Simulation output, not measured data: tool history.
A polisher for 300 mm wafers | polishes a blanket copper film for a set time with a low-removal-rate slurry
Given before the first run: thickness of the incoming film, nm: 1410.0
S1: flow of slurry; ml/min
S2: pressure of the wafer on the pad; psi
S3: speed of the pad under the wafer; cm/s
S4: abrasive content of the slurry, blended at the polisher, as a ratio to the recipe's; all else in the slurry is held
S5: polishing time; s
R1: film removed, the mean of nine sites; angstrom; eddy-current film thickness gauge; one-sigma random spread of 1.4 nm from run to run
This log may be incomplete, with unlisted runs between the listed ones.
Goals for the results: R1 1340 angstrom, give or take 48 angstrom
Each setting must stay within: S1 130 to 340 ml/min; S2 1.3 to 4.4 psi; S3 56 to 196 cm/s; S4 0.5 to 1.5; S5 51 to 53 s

run  hour   S1   S2   S3  S4  S5      R1
  1     0  220  2.8  126   1  51  1743.5
  2   5.2  220  2.8  126   1  51  1717.4
  3   7.2  220  2.7  126   1  51  1643.8
  4  13.4  220  3.2  126   1  51    1972
  5  17.3  220  3.2  106   1  51  1679.3
  6  18.6  220  3.1  106   1  51    1634
  7  26.1  220    3  106   1  51  1572.2
  8  30.7  220  2.9  106   1  51  1534.2
  9  38.6  220  2.8  106   1  51  1479.6

Of the 4 settings listed for the next run, only one would bring every result within its allowed miss of target. Which one?
  A  46.5  285  2.7   94  1.15  51   ?
  B  46.5  195  3.1  108  0.95  53   ?
  C  46.5  220    3  108   0.6  51   ?
  D  46.5  275  1.9  128     1  51   ?

move      R1
   A  1348.1
   B  1680.8
   C  1460.8
   D  1254.2
A: each result inside its tolerance
B: further off than the last run
C: closer than the last run, but not yet in spec
D: pushes the last run's worst result past its target
So the answer is move A, the one that meets all the targets.
